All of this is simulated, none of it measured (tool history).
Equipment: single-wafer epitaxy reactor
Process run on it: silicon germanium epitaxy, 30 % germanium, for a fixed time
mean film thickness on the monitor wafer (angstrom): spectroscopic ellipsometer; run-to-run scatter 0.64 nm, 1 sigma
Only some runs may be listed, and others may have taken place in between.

run	hour	wafer temperature setpoint (pyrometer-controlled) (K)	chamber pressure (mTorr)	mean film thickness on the monitor wafer (angstrom)
1	0	898.15	15300	822.11
2	2.5	902.15	15300	870.81
3	8.6	904.15	15400	909.34
4	15.6	895.15	15400	785.77
5	16.9	902.15	15400	873.62
6	21.8	892.15	15400	754.49
7	23.9	904.15	16500	924.01
8	29.5	906.15	16500	960.65
9	32.8	908.15	16500	995.61
10	40.2	909.15	16500	1000.1
11	46.1	909.15	16500	1007.7

Forecast run 12:
12	51.4	910.15	16500	?

mean film thickness on the monitor wafer (angstrom): 1018.9
